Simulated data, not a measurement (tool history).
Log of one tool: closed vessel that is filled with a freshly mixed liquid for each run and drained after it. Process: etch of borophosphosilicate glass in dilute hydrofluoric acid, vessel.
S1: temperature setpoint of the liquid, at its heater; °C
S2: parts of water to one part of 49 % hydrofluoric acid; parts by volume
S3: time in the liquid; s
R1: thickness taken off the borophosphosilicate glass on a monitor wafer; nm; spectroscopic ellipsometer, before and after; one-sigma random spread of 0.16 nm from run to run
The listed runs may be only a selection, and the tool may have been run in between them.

run	day	S1	S2	S3	R1
1	0.000	22.0	95	95	24.569
2	0.025	19.5	95	95	22.162
3	0.233	19.5	95	95	22.321
4	0.592	22.5	90	95	26.782
5	0.867	20.5	90	95	24.604
6	0.942	22.0	90	95	26.267
7	1.158	24.0	90	95	28.605

Predict the results of run 8:
8	1.525	25.5	90	95	?

R1: 30.185 nm

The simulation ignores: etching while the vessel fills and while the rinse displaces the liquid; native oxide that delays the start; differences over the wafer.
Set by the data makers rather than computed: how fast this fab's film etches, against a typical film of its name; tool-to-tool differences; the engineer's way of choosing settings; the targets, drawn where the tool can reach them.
